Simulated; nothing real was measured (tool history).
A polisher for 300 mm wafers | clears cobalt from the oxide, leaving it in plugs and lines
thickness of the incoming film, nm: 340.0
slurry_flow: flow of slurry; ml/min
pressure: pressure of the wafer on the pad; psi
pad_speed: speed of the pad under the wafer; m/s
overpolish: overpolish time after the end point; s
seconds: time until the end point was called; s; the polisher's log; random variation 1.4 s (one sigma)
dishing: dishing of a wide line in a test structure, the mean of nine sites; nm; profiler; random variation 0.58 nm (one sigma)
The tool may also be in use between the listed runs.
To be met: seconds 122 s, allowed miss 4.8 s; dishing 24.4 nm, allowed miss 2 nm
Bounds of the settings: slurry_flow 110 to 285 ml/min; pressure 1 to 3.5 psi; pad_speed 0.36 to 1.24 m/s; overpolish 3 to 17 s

run  hour  slurry_flow  pressure  pad_speed  overpolish  seconds  dishing
  1     0          180       2.2        0.8           9   79.673   24.816
  2   6.2          180         2        0.8          10   86.594   25.796
  3  10.2          180       1.9        0.8          10   90.769   25.014
  4  12.2          180       1.9        0.8           8   90.417   21.741
  5  16.8          145       1.9        0.8           8   91.809   21.702
  6  19.6          145       1.8        0.8           9    98.37    21.43
  7  26.2          145       1.7        0.8          10   99.646   24.166
  8  34.5          145       1.6        0.8          10   103.72   22.263
  9  37.8          145       1.5        0.8          11   109.05   22.784
 10  41.4          145       1.4        0.8          12   115.03   24.381

Which of these 5 next moves meets every target?
  A    45          150       1.2       0.84          13        ?        ?
  B    45          110       1.5        0.8          10        ?        ?
  C    45          130         2       0.68          11        ?        ?
  D    45          195       1.9       0.64          12        ?        ?
  E    45          115       1.3       0.92          12        ?        ?

move  seconds  dishing
   A   123.55   24.257
   B   116.08   21.177
   C   107.64    23.77
   D   112.92     24.4
   E   111.09    24.64
A: meets every target
B: further off than the last run
C: further off than the last run
D: further off than the last run
E: further off than the last run
The right move is A.

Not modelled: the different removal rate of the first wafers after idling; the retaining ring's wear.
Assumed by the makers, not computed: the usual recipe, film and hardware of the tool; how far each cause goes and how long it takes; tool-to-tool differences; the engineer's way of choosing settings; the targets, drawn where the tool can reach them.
